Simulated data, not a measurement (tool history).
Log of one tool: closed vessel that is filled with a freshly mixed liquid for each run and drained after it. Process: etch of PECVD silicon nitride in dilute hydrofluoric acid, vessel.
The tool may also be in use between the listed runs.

run  hour  temperature setpoint of the liquid (K)  parts of water to one part of 49 % hydrofluoric acid (parts by volume)  time in the liquid (s)  thickness taken off the PECVD silicon nitride on a monitor wafer (Å)
  1   0.0                                  298.15                                                                     110                     105                                                                38.256
  2   1.1                                  298.15                                                                     110                      80                                                                29.240
  3   2.8                                  298.15                                                                     110                     105                                                                38.973
  4   6.2                                  297.15                                                                     110                     105                                                                35.943
  5  10.5                                  297.15                                                                     125                     105                                                                31.391
  6  12.0                                  297.15                                                                     125                      80                                                                24.253

Run 7, settings as shown, results not yet in. Your forecast:
  7  17.5                                  298.65                                                                     125                      80                                                                     ?

{"run 7": {"thickness taken off the PECVD silicon nitride on a monitor wafer (Å)": 26.582}}
